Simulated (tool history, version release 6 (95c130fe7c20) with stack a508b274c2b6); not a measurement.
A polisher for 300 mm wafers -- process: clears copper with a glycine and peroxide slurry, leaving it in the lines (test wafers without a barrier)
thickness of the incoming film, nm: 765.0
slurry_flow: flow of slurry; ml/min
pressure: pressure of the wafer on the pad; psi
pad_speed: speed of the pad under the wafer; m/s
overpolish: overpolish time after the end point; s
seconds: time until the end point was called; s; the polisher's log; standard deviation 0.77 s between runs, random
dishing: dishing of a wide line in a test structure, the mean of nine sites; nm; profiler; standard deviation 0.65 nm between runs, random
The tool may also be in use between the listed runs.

{"run": 1, "day": 0.0, "slurry_flow": 180, "pressure": 3.2, "pad_speed": 1.2, "overpolish": 11, "seconds": 131.95, "dishing": 28.367}
{"run": 2, "day": 0.258, "slurry_flow": 185, "pressure": 3.8, "pad_speed": 1.26, "overpolish": 9, "seconds": 111.34, "dishing": 28.111}
{"run": 3, "day": 0.517, "slurry_flow": 185, "pressure": 3.8, "pad_speed": 1.26, "overpolish": 11, "seconds": 111.02, "dishing": 29.953}
{"run": 4, "day": 0.667, "slurry_flow": 220, "pressure": 3.8, "pad_speed": 1.26, "overpolish": 11, "seconds": 107.24, "dishing": 29.048}
{"run": 5, "day": 0.85, "slurry_flow": 230, "pressure": 4.2, "pad_speed": 1.34, "overpolish": 10, "seconds": 94.251, "dishing": 29.998}
{"run": 6, "day": 1.033, "slurry_flow": 230, "pressure": 4.5, "pad_speed": 1.34, "overpolish": 10, "seconds": 86.709, "dishing": 31.073}
{"run": 7, "day": 1.246, "slurry_flow": 235, "pressure": 4.7, "pad_speed": 1.4, "overpolish": 8, "seconds": 80.418, "dishing": 29.311}
{"run": 8, "day": 1.312, "slurry_flow": 240, "pressure": 4.8, "pad_speed": 1.44, "overpolish": 7, "seconds": 78.505, "dishing": 28.126}
{"run": 9, "day": 1.358, "slurry_flow": 240, "pressure": 4.8, "pad_speed": 1.44, "overpolish": 7, "seconds": 77.302, "dishing": 28.017}

What will run 10 give?
{"run": 10, "day": 1.538, "slurry_flow": 240, "pressure": 4.9, "pad_speed": 1.48, "overpolish": 7, "seconds": "?", "dishing": "?"}

Logged for run 10: seconds 74.746 s, dishing 27.926 nm.
